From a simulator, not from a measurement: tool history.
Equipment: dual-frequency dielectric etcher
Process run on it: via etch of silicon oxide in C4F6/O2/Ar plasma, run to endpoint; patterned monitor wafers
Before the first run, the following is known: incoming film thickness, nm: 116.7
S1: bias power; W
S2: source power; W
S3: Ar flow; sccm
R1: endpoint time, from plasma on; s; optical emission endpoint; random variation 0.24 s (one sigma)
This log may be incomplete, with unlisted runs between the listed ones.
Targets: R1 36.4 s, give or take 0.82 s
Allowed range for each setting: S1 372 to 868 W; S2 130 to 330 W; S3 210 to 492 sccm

Run 1, hour 0: S1 620 W, S2 230 W, S3 351 sccm. Result: R1 31.552 s.
Run 2, hour 8.8: S1 718 W, S2 230 W, S3 351 sccm. Result: R1 30.293 s.
Run 3, hour 17.2: S1 718 W, S2 230 W, S3 396 sccm. Result: R1 30.7 s.
Run 4, hour 25.7: S1 772 W, S2 230 W, S3 396 sccm. Result: R1 29.86 s.
Run 5, hour 32: S1 666 W, S2 230 W, S3 396 sccm. Result: R1 31.708 s.
Run 6, hour 33: S1 642 W, S2 230 W, S3 397 sccm. Result: R1 31.727 s.
Run 7, hour 40.2: S1 619 W, S2 230 W, S3 398 sccm. Result: R1 32.225 s.
Run 8, hour 45: S1 598 W, S2 230 W, S3 399 sccm. Result: R1 32.854 s.
Run 9, hour 50: S1 581 W, S2 230 W, S3 400 sccm. Result: R1 32.893 s.
Run 10, hour 53.7: S1 563 W, S2 230 W, S3 401 sccm. Result: R1 32.932 s.
Run 11, hour 57.1: S1 548 W, S2 230 W, S3 402 sccm. Result: R1 33.339 s.
Run 12, hour 58.3: S1 533 W, S2 230 W, S3 403 sccm. Result: R1 34.087 s.
Run 13, hour 59: S1 522 W, S2 230 W, S3 403 sccm. Result: R1 33.951 s.
Run 14, hour 63.7: S1 510 W, S2 230 W, S3 404 sccm. Result: R1 34.212 s.
Run 15, hour 68.6: S1 499 W, S2 230 W, S3 404 sccm. Result: R1 34.688 s.
Run 16, hour 77.4: S1 491 W, S2 230 W, S3 404 sccm. Result: R1 34.951 s.
Run 17, hour 79.6: S1 484 W, S2 230 W, S3 404 sccm. Result: R1 34.97 s.
Run 18, hour 87.8: S1 477 W, S2 230 W, S3 404 sccm. Result: R1 35.285 s.

Which single option among these 5 for the next run brings every result within its allowed miss of target? Just one does.
Run A, hour 96: S1 448 W, S2 240 W, S3 344 sccm. Result: R1 ?.
Run B, hour 96: S1 397 W, S2 230 W, S3 387 sccm. Result: R1 ?.
Run C, hour 96: S1 491 W, S2 230 W, S3 355 sccm. Result: R1 ?.
Run D, hour 96: S1 508 W, S2 250 W, S3 422 sccm. Result: R1 ?.
Run E, hour 96: S1 498 W, S2 270 W, S3 387 sccm. Result: R1 ?.

move      R1
   A  34.347
   B  36.649
   C  34.013
   D  33.846
   E  32.875
A: its largest miss is bigger than the last run's
B: every result within its allowed miss
C: its largest miss is bigger than the last run's
D: its largest miss is bigger than the last run's
E: its largest miss is bigger than the last run's
Correct choice: B, which meets every target
